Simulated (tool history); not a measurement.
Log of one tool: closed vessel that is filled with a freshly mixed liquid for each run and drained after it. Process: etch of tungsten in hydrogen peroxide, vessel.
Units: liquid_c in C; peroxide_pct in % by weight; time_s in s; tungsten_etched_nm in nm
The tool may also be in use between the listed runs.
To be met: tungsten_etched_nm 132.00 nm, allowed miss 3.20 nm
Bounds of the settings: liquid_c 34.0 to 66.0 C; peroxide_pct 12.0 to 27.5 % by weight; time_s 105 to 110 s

{"run": 1, "hour": 0.0, "liquid_c": 50.0, "peroxide_pct": 18.5, "time_s": 105, "tungsten_etched_nm": 240.48}
{"run": 2, "hour": 5.9, "liquid_c": 48.5, "peroxide_pct": 18.5, "time_s": 105, "tungsten_etched_nm": 222.38}
{"run": 3, "hour": 7.1, "liquid_c": 47.5, "peroxide_pct": 18.5, "time_s": 105, "tungsten_etched_nm": 207.53}
{"run": 4, "hour": 9.0, "liquid_c": 47.5, "peroxide_pct": 18.5, "time_s": 110, "tungsten_etched_nm": 219.51}
{"run": 5, "hour": 11.3, "liquid_c": 46.5, "peroxide_pct": 18.5, "time_s": 110, "tungsten_etched_nm": 203.64}
{"run": 6, "hour": 18.9, "liquid_c": 45.5, "peroxide_pct": 18.5, "time_s": 110, "tungsten_etched_nm": 189.92}
{"run": 7, "hour": 25.6, "liquid_c": 45.0, "peroxide_pct": 18.5, "time_s": 110, "tungsten_etched_nm": 187.59}
{"run": 8, "hour": 33.2, "liquid_c": 44.5, "peroxide_pct": 18.5, "time_s": 110, "tungsten_etched_nm": 179.27}
{"run": 9, "hour": 39.6, "liquid_c": 44.5, "peroxide_pct": 18.5, "time_s": 110, "tungsten_etched_nm": 180.76}
{"run": 10, "hour": 47.9, "liquid_c": 38.5, "peroxide_pct": 18.5, "time_s": 110, "tungsten_etched_nm": 121.91}
{"run": 11, "hour": 54.6, "liquid_c": 39.0, "peroxide_pct": 18.5, "time_s": 110, "tungsten_etched_nm": 126.89}

5 next moves are on the table. One of them brings every result within its allowed miss. Which?
{"run": "A", "hour": 61.3, "liquid_c": 37.0, "peroxide_pct": 25.5, "time_s": 105, "tungsten_etched_nm": "?"}
{"run": "B", "hour": 61.3, "liquid_c": 41.0, "peroxide_pct": 18.0, "time_s": 110, "tungsten_etched_nm": "?"}
{"run": "C", "hour": 61.3, "liquid_c": 41.5, "peroxide_pct": 18.0, "time_s": 105, "tungsten_etched_nm": "?"}
{"run": "D", "hour": 61.3, "liquid_c": 40.0, "peroxide_pct": 17.5, "time_s": 105, "tungsten_etched_nm": "?"}
{"run": "E", "hour": 61.3, "liquid_c": 40.5, "peroxide_pct": 18.5, "time_s": 105, "tungsten_etched_nm": "?"}

move=A tungsten_etched_nm=123.67
move=B tungsten_etched_nm=141.46
move=C tungsten_etched_nm=139.46
move=D tungsten_etched_nm=124.78
move=E tungsten_etched_nm=132.53
A: further off than the last run
B: takes the result that was furthest off past its target
C: takes the result that was furthest off past its target
D: further off than the last run
E: meets every target
Answer: E
